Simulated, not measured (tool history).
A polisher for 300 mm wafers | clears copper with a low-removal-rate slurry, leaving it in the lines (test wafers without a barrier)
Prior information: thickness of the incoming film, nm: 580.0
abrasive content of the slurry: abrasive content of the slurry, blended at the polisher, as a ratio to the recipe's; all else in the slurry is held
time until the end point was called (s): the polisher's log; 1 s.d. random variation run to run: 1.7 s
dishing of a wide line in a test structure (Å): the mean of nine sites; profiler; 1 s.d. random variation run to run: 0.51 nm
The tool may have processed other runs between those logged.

run	hour	flow of slurry (ml/min)	pressure of the wafer on the pad (kPa)	speed of the pad under the wafer (m/s)	abrasive content of the slurry	overpolish time after the end point (s)	time until the end point was called (s)	dishing of a wide line in a test structure (Å)
1	0.0	180	28.3	1.14	1.00	12	139.20	354.24
2	4.9	180	25.5	1.14	1.00	12	164.01	321.38
3	6.2	180	25.5	1.14	1.15	12	154.39	325.18
4	10.4	180	30.3	1.14	1.15	12	131.31	369.69
5	11.9	180	30.3	1.02	1.15	12	144.85	349.52
6	20.1	185	31.7	1.02	1.15	12	140.14	355.83
7	22.7	185	33.1	1.02	1.15	12	136.69	373.65
8	29.2	185	34.5	1.02	1.15	12	127.30	385.11
9	30.9	185	35.2	1.02	1.15	12	126.33	397.64

The next listed run, before its measurement:
10	33.6	185	35.9	1.02	1.15	12	?	?

Run 10 measured time until the end point was called (s) 122.75, dishing of a wide line in a test structure (Å) 390.74.
